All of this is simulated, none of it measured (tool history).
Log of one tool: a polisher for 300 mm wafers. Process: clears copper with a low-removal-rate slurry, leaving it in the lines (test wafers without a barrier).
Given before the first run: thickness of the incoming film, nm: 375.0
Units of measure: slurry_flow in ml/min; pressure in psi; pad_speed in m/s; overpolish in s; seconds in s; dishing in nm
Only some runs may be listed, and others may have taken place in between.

run	hour	slurry_flow	pressure	pad_speed	slurry_solids	overpolish	seconds	dishing
1	0	270	3.7	1.2	1	19	78.417	58.222
2	7.3	270	3.7	1.2	1.1	19	77.22	60.611
3	10.6	275	3.4	1.16	1.1	21	85.889	58.939
4	18.9	275	3.1	1.12	1.1	23	95.738	55.862
5	23.4	275	3.1	0.92	1.1	23	114.64	49.876
6	25.8	275	3.1	1.16	1.1	23	95.278	57.016
7	31.8	275	3.1	1.16	1.1	23	94.496	58.193
8	35.3	275	2.9	1.14	1.1	24	103.94	55.622
9	36.2	275	2.7	1.14	1.1	25	111.15	54.134
10	38.3	275	2.7	1.14	1.1	25	109.67	53.664
11	43.1	270	1.7	1.04	1.1	32	185.83	42.483
12	43.9	275	1.8	1.04	1.1	32	175.16	43.88
13	48.1	280	1.9	1.04	1.1	32	167.25	46.122

Run 14, settings as shown, results not yet in. Your forecast:
14	51.5	290	1.9	1.04	1.1	32	?	?

For run 14 the tool returned seconds 167.22 s, dishing 45.261 nm.
